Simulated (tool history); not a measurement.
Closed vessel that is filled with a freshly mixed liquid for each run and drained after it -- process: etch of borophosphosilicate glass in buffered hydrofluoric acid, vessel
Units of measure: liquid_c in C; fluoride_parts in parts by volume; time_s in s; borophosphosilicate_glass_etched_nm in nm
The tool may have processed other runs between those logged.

run  hour  liquid_c  fluoride_parts  time_s  borophosphosilicate_glass_etched_nm
  1   0.0      24.0            14.0      90                              151.230
  2   5.9      27.0            14.0      90                              176.860
  3  12.5      28.0            14.0      90                              186.170
  4  13.6      28.0            16.5      90                              158.730
  5  16.9      28.0            16.5      90                              157.310
  6  24.6      28.0            16.5      90                              154.180
  7  28.6      27.0            16.5      90                              148.680
  8  35.1      26.0            16.5      90                              141.390
  9  38.1      25.0            16.5      90                              135.150
 10  40.0      24.0            16.5      90                              126.990
 11  42.3      23.5            16.5      90                              125.110

Estimate the outcome of run 12 from the log above:
 12  50.8      19.5            18.0      90                                    ?

{"run 12": {"borophosphosilicate_glass_etched_nm": 91.036}}

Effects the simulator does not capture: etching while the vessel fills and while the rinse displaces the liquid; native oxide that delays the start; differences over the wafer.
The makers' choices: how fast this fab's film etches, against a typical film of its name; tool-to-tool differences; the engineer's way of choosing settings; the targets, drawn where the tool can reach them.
